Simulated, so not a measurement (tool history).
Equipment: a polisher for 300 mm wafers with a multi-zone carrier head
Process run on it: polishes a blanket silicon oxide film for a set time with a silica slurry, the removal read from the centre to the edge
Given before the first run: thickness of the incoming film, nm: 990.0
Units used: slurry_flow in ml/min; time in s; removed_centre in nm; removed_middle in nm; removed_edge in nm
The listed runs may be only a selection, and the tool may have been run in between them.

{"run": 1, "hour": 0.0, "slurry_flow": 295, "centre_zone": 1.0, "middle_zone": 1.0, "edge_zone": 1.0, "slurry_solids": 1.0, "time": 80, "removed_centre": 156.71, "removed_middle": 159.23, "removed_edge": 153.83}
{"run": 2, "hour": 2.9, "slurry_flow": 295, "centre_zone": 0.99, "middle_zone": 0.99, "edge_zone": 0.99, "slurry_solids": 0.95, "time": 77, "removed_centre": 148.76, "removed_middle": 141.72, "removed_edge": 145.64}
{"run": 3, "hour": 8.0, "slurry_flow": 295, "centre_zone": 0.99, "middle_zone": 0.99, "edge_zone": 0.99, "slurry_solids": 0.95, "time": 89, "removed_centre": 168.15, "removed_middle": 165.38, "removed_edge": 167.09}
{"run": 4, "hour": 12.8, "slurry_flow": 295, "centre_zone": 0.98, "middle_zone": 1.01, "edge_zone": 0.98, "slurry_solids": 0.9, "time": 84, "removed_centre": 156.55, "removed_middle": 159.03, "removed_edge": 150.89}
{"run": 5, "hour": 15.7, "slurry_flow": 290, "centre_zone": 0.96, "middle_zone": 1.01, "edge_zone": 0.98, "slurry_solids": 0.85, "time": 81, "removed_centre": 138.85, "removed_middle": 143.55, "removed_edge": 142.33}
{"run": 6, "hour": 18.5, "slurry_flow": 290, "centre_zone": 0.96, "middle_zone": 1.01, "edge_zone": 0.92, "slurry_solids": 0.85, "time": 81, "removed_centre": 140.57, "removed_middle": 146.47, "removed_edge": 137.53}
{"run": 7, "hour": 19.5, "slurry_flow": 280, "centre_zone": 0.9, "middle_zone": 0.92, "edge_zone": 0.87, "slurry_solids": 0.6, "time": 59, "removed_centre": 77.673, "removed_middle": 78.393, "removed_edge": 78.891}
{"run": 8, "hour": 27.1, "slurry_flow": 285, "centre_zone": 0.91, "middle_zone": 0.93, "edge_zone": 0.88, "slurry_solids": 0.6, "time": 59, "removed_centre": 78.28, "removed_middle": 78.401, "removed_edge": 80.155}
{"run": 9, "hour": 34.4, "slurry_flow": 285, "centre_zone": 0.92, "middle_zone": 0.95, "edge_zone": 0.89, "slurry_solids": 0.6, "time": 59, "removed_centre": 79.728, "removed_middle": 79.762, "removed_edge": 80.361}

What does the tool deliver on the next run?
{"run": 10, "hour": 37.7, "slurry_flow": 285, "centre_zone": 0.92, "middle_zone": 0.95, "edge_zone": 0.89, "slurry_solids": 0.6, "time": 59, "removed_centre": "?", "removed_middle": "?", "removed_edge": "?"}

{"run 10": {"removed_centre": 79.162, "removed_middle": 82.799, "removed_edge": 80.321}}
